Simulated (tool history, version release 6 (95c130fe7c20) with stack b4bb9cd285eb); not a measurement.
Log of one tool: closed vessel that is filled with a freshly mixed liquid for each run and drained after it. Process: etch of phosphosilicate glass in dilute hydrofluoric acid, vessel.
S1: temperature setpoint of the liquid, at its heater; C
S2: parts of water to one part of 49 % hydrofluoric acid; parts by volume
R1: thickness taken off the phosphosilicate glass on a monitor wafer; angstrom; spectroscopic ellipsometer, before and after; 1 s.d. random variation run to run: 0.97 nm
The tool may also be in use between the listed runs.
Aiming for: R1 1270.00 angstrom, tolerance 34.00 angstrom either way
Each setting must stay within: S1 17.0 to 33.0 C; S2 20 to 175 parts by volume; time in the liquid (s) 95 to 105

Run 1, hour 0.0: S1 25.0 C, S2 95 parts by volume, time in the liquid (s) 95. Result: R1 958.99 angstrom.
Run 2, hour 7.2: S1 25.0 C, S2 95 parts by volume, time in the liquid (s) 105. Result: R1 1061.40 angstrom.
Run 3, hour 9.1: S1 25.0 C, S2 95 parts by volume, time in the liquid (s) 105. Result: R1 1068.70 angstrom.
Run 4, hour 12.0: S1 22.0 C, S2 95 parts by volume, time in the liquid (s) 105. Result: R1 931.32 angstrom.
Run 5, hour 18.6: S1 24.0 C, S2 95 parts by volume, time in the liquid (s) 105. Result: R1 1034.40 angstrom.
Run 6, hour 26.3: S1 27.0 C, S2 95 parts by volume, time in the liquid (s) 105. Result: R1 1151.10 angstrom.
Run 7, hour 31.4: S1 27.5 C, S2 95 parts by volume, time in the liquid (s) 105. Result: R1 1164.90 angstrom.
Run 8, hour 36.0: S1 28.0 C, S2 95 parts by volume, time in the liquid (s) 105. Result: R1 1219.30 angstrom.

Next run, 5 choices. One meets every target within its allowed miss, the rest don't. Which?
Run A, hour 40.6: S1 26.5 C, S2 90 parts by volume, time in the liquid (s) 105. Result: R1 ?.
Run B, hour 40.6: S1 30.0 C, S2 90 parts by volume, time in the liquid (s) 105. Result: R1 ?.
Run C, hour 40.6: S1 29.0 C, S2 85 parts by volume, time in the liquid (s) 95. Result: R1 ?.
Run D, hour 40.6: S1 27.0 C, S2 90 parts by volume, time in the liquid (s) 95. Result: R1 ?.
Run E, hour 40.6: S1 28.5 C, S2 90 parts by volume, time in the liquid (s) 95. Result: R1 ?.

move       R1
   A  1208.60
   B  1382.60
   C  1284.10
   D  1115.00
   E  1181.40
A: lands further from the targets than the last run did
B: takes the result that was furthest off past its target
C: in spec on every target
D: lands further from the targets than the last run did
E: lands further from the targets than the last run did
Correct choice: C, which meets every target

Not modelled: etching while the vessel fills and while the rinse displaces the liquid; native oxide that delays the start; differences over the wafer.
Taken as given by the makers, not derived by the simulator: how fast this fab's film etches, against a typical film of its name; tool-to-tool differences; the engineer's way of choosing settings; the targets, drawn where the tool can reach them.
